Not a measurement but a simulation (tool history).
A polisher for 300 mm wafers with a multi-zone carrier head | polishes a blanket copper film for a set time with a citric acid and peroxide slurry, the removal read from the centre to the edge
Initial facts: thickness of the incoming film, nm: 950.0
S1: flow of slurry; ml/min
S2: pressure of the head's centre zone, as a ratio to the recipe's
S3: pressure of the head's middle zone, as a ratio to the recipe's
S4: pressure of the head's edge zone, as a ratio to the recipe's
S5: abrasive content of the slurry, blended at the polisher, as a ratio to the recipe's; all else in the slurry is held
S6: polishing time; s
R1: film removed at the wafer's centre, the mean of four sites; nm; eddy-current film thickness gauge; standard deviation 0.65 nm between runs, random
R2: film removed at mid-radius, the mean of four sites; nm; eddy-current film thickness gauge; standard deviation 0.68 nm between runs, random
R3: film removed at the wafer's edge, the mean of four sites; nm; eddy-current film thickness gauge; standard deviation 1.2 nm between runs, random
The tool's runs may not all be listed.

run 1 hour=0.0 | S1=225 S2=1.00 S3=1.00 S4=1.00 S5=1.00 S6=73 | R1=135.280 R2=135.860 R3=135.770
run 2 hour=1.2 | S1=225 S2=1.00 S3=1.00 S4=1.00 S5=1.00 S6=87 | R1=159.900 R2=162.220 R3=158.690
run 3 hour=6.6 | S1=225 S2=1.00 S3=1.00 S4=1.00 S5=1.00 S6=93 | R1=172.670 R2=174.030 R3=175.450
run 4 hour=7.5 | S1=210 S2=0.95 S3=1.00 S4=0.98 S5=0.90 S6=82 | R1=137.960 R2=147.740 R3=146.360
run 5 hour=12.6 | S1=210 S2=0.95 S3=1.03 S4=0.98 S5=0.90 S6=82 | R1=139.780 R2=150.830 R3=145.800
run 6 hour=19.7 | S1=210 S2=0.95 S3=0.99 S4=0.98 S5=0.90 S6=82 | R1=139.250 R2=145.860 R3=145.130
run 7 hour=21.0 | S1=200 S2=0.91 S3=1.00 S4=0.97 S5=0.80 S6=73 | R1=114.320 R2=127.970 R3=129.380
run 8 hour=23.1 | S1=200 S2=0.90 S3=1.01 S4=0.94 S5=0.75 S6=66 | R1=101.600 R2=114.820 R3=110.070
run 9 hour=26.8 | S1=190 S2=0.88 S3=1.01 S4=0.92 S5=0.70 S6=62 | R1=92.500 R2=106.110 R3=103.320
run 10 hour=28.2 | S1=185 S2=0.86 S3=1.01 S4=0.90 S5=0.65 S6=59 | R1=83.616 R2=99.063 R3=95.672
run 11 hour=30.5 | S1=185 S2=0.85 S3=1.01 S4=0.88 S5=0.60 S6=58 | R1=80.486 R2=96.718 R3=89.758
run 12 hour=35.1 | S1=175 S2=0.84 S3=1.00 S4=0.87 S5=0.55 S6=57 | R1=75.307 R2=93.181 R3=87.663
run 13 hour=43.7 | S1=175 S2=0.84 S3=0.99 S4=0.86 S5=0.55 S6=57 | R1=75.648 R2=91.969 R3=89.028
run 14 hour=44.9 | S1=175 S2=0.84 S3=0.99 S4=0.85 S5=0.55 S6=56 | R1=75.994 R2=90.832 R3=85.417
-- hour=47.4 worn pad replaced by a new one
run 15 hour=47.4 | S1=170 S2=0.83 S3=0.99 S4=0.84 S5=0.55 S6=56 | R1=80.723 R2=99.264 R3=93.829
run 16 hour=52.2 | S1=210 S2=0.84 S3=1.05 S4=0.94 S5=0.50 S6=53 | R1=79.682 R2=101.960 R3=94.249

Estimate the outcome of run 17 from the log above:
run 17 hour=56.7 | S1=195 S2=0.84 S3=1.04 S4=0.92 S5=0.50 S6=53 | R1=? R2=? R3=?

Run 17 measured R1 79.697 nm, R2 97.580 nm, R3 91.345 nm.
